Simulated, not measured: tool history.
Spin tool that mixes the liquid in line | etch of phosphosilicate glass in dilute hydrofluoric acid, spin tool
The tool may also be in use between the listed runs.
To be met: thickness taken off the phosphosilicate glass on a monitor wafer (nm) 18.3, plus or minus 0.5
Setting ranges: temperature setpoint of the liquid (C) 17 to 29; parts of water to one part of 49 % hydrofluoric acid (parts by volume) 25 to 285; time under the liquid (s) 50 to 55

run,hour,temperature setpoint of the liquid (C),parts of water to one part of 49 % hydrofluoric acid (parts by volume),time under the liquid (s),thickness taken off the phosphosilicate glass on a monitor wafer (nm)
1,0,21,155,50,15.245
2,6.8,19,155,50,14.144
3,13.9,19.5,155,50,14.369
4,17.1,20,155,50,14.55
5,22.4,20,155,50,14.485
6,24.6,20.5,155,50,14.709
7,26,21,155,50,15.479
8,27.3,21.5,155,50,15.455
9,32.5,22,155,50,15.959
10,35,22.5,155,50,16.167
11,40,23,155,50,16.393
12,43.4,23.5,155,50,16.83

Below are 4 possible settings for the next run. Only one of them brings all results inside the allowed miss of their targets. Which is it?
A,46.8,19,135,50,?
B,46.8,21.5,160,50,?
C,46.8,23.5,160,50,?
D,46.8,25,150,50,?

move,thickness taken off the phosphosilicate glass on a monitor wafer (nm)
A,16.375
B,14.865
C,16.056
D,18.34
A: lands further from the targets than the last run did
B: lands further from the targets than the last run did
C: lands further from the targets than the last run did
D: meets every target
Move D is the one to make.

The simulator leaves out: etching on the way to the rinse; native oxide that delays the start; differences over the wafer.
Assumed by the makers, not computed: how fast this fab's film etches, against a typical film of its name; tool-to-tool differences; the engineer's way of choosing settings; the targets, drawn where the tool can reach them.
